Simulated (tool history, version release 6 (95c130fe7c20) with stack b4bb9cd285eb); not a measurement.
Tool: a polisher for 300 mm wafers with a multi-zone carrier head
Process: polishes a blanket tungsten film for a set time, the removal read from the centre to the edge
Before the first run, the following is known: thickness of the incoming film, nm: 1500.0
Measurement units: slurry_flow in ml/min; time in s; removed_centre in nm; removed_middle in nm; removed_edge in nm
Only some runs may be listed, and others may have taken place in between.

Run 1, hour 0: slurry_flow 315 ml/min, centre_zone 1, middle_zone 1, edge_zone 1, slurry_solids 1, time 31 s. Result: removed_centre 135.41 nm, removed_middle 148.21 nm, removed_edge 141.07 nm.
Run 2, hour 8.4: slurry_flow 315 ml/min, centre_zone 1, middle_zone 1.08, edge_zone 1, slurry_solids 1, time 31 s. Result: removed_centre 139.66 nm, removed_middle 156.16 nm, removed_edge 142.12 nm.
Run 3, hour 15.8: slurry_flow 315 ml/min, centre_zone 1, middle_zone 1.08, edge_zone 1, slurry_solids 1, time 27 s. Result: removed_centre 119.64 nm, removed_middle 137.35 nm, removed_edge 123.48 nm.
Run 4, hour 16.4: slurry_flow 320 ml/min, centre_zone 1.04, middle_zone 1.07, edge_zone 1.04, slurry_solids 1.1, time 29 s. Result: removed_centre 139.17 nm, removed_middle 148.68 nm, removed_edge 136.47 nm.
Run 5, hour 24.8: slurry_flow 320 ml/min, centre_zone 1.06, middle_zone 1.05, edge_zone 1.07, slurry_solids 1.2, time 31 s. Result: removed_centre 151.89 nm, removed_middle 160.5 nm, removed_edge 150.99 nm.
Run 6, hour 32.3: slurry_flow 320 ml/min, centre_zone 1.06, middle_zone 1.05, edge_zone 1.07, slurry_solids 1.05, time 31 s. Result: removed_centre 148.83 nm, removed_middle 153.93 nm, removed_edge 147.73 nm.
Run 7, hour 40.9: slurry_flow 325 ml/min, centre_zone 1.09, middle_zone 1.04, edge_zone 1.09, slurry_solids 1.15, time 32 s. Result: removed_centre 160.45 nm, removed_middle 162.13 nm, removed_edge 157.72 nm.

Run 8, settings as shown, results not yet in. Your forecast:
Run 8, hour 47.4: slurry_flow 335 ml/min, centre_zone 1.11, middle_zone 1.03, edge_zone 1.1, slurry_solids 1.25, time 33 s. Result: removed_centre ?, removed_middle ?, removed_edge ?.

Run 8 measured removed_centre 175.15 nm, removed_middle 169 nm, removed_edge 165.05 nm.

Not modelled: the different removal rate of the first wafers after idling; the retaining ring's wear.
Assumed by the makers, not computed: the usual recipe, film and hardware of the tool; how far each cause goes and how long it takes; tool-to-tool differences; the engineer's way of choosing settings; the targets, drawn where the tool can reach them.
